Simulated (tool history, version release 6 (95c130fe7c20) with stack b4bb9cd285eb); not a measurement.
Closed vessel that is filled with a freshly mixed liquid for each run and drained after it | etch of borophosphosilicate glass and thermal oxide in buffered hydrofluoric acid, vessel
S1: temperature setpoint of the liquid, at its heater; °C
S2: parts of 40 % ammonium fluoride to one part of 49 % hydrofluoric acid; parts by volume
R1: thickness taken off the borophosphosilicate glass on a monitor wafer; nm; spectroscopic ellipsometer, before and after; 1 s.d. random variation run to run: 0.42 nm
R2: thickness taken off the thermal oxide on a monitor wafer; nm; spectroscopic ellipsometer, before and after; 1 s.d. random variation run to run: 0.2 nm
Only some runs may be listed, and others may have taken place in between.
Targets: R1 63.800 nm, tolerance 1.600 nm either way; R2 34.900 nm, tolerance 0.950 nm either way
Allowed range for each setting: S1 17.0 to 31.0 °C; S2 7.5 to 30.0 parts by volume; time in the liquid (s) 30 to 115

run 1 hour=0.0 | S1=23.0 S2=22.0 time_in_the_liquid_(s)=60 | R1=54.730 R2=29.526
run 2 hour=8.0 | S1=24.0 S2=22.0 time_in_the_liquid_(s)=60 | R1=56.850 R2=31.195
run 3 hour=9.1 | S1=24.5 S2=21.5 time_in_the_liquid_(s)=60 | R1=59.613 R2=32.247
run 4 hour=9.7 | S1=24.5 S2=18.5 time_in_the_liquid_(s)=60 | R1=67.294 R2=37.092
run 5 hour=13.8 | S1=24.5 S2=24.0 time_in_the_liquid_(s)=60 | R1=54.757 R2=30.186
run 6 hour=17.9 | S1=25.0 S2=23.5 time_in_the_liquid_(s)=60 | R1=57.494 R2=31.581
run 7 hour=26.2 | S1=25.5 S2=23.5 time_in_the_liquid_(s)=60 | R1=58.927 R2=32.333
run 8 hour=29.8 | S1=26.0 S2=23.5 time_in_the_liquid_(s)=60 | R1=60.201 R2=33.171

Exactly one of the 4 candidate moves below puts every result within its allowed miss. Which one?
run A hour=33.4 | S1=25.0 S2=25.0 time_in_the_liquid_(s)=65 | R1=? R2=?
run B hour=33.4 | S1=27.0 S2=18.0 time_in_the_liquid_(s)=45 | R1=? R2=?
run C hour=33.4 | S1=25.5 S2=19.0 time_in_the_liquid_(s)=55 | R1=? R2=?
run D hour=33.4 | S1=23.0 S2=19.5 time_in_the_liquid_(s)=60 | R1=? R2=?

move=A R1=59.827 R2=32.423
move=B R1=59.677 R2=32.343
move=C R1=63.817 R2=34.568
move=D R1=59.267 R2=32.064
A: moves away from the targets compared with the last run
B: moves away from the targets compared with the last run
C: each result inside its tolerance
D: moves away from the targets compared with the last run
So the answer is move C, the one that meets all the targets.
